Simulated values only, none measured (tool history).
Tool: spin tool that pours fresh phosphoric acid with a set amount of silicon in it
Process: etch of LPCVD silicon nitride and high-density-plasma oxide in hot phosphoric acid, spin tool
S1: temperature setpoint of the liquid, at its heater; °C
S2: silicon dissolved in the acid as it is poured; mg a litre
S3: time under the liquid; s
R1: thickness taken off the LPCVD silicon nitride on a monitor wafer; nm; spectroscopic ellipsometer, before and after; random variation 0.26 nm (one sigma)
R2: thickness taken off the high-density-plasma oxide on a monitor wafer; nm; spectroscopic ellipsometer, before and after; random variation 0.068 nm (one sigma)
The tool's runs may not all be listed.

Run 1, hour 0.0: S1 160.0 °C, S2 19.0 mg a litre, S3 180 s. Result: R1 14.426 nm, R2 0.54649 nm.
Run 2, hour 6.9: S1 160.0 °C, S2 23.0 mg a litre, S3 180 s. Result: R1 14.413 nm, R2 0.43461 nm.
Run 3, hour 11.2: S1 160.5 °C, S2 22.5 mg a litre, S3 190 s. Result: R1 15.904 nm, R2 0.55736 nm.
Run 4, hour 18.9: S1 160.5 °C, S2 13.0 mg a litre, S3 190 s. Result: R1 15.577 nm, R2 0.72613 nm.
Run 5, hour 26.6: S1 161.0 °C, S2 14.0 mg a litre, S3 200 s. Result: R1 16.469 nm, R2 0.74886 nm.
Run 6, hour 29.7: S1 161.5 °C, S2 14.5 mg a litre, S3 210 s. Result: R1 17.994 nm, R2 0.69155 nm.

Run 7 comes next. What will it give?
Run 7, hour 35.1: S1 164.0 °C, S2 2.5 mg a litre, S3 275 s. Result: R1 ?, R2 ?.

{"run 7": {"R1": 25.229, "R2": 1.5679}}
